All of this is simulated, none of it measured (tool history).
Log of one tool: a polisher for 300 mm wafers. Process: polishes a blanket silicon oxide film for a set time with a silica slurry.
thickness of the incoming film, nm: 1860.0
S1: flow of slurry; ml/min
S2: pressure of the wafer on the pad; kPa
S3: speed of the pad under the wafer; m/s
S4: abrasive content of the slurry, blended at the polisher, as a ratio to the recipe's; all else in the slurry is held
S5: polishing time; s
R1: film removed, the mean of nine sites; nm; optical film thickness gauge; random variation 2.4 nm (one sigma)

run 1 hour=0.0 | S1=125 S2=28.3 S3=1.40 S4=1.0 S5=105 | R1=363.26
run 2 hour=7.9 | S1=105 S2=28.3 S3=1.40 S4=1.0 S5=105 | R1=357.32
run 3 hour=12.1 | S1=135 S2=28.3 S3=1.40 S4=1.0 S5=105 | R1=372.28
run 4 hour=15.1 | S1=130 S2=26.2 S3=1.40 S4=1.0 S5=105 | R1=343.62
run 5 hour=23.5 | S1=125 S2=24.8 S3=1.40 S4=1.0 S5=105 | R1=331.89
run 6 hour=31.9 | S1=135 S2=24.8 S3=1.40 S4=1.0 S5=105 | R1=331.73
run 7 hour=36.6 | S1=135 S2=23.4 S3=1.40 S4=1.0 S5=105 | R1=313.67
run 8 hour=40.1 | S1=135 S2=22.1 S3=1.40 S4=1.0 S5=105 | R1=295.82
run 9 hour=44.2 | S1=135 S2=21.4 S3=1.40 S4=1.0 S5=105 | R1=287.69
run 10 hour=52.2 | S1=130 S2=20.7 S3=1.40 S4=1.0 S5=105 | R1=272.48
run 11 hour=57.0 | S1=125 S2=20.7 S3=1.40 S4=1.0 S5=105 | R1=273.99
run 12 hour=59.6 | S1=125 S2=20.7 S3=1.40 S4=1.0 S5=105 | R1=281.43
run 13 hour=64.8 | S1=125 S2=20.0 S3=1.40 S4=1.0 S5=105 | R1=268.93

Run 14 comes next. What will it give?
run 14 hour=71.7 | S1=120 S2=20.0 S3=1.40 S4=1.0 S5=105 | R1=?

Run 14 gave R1 269.82 nm.
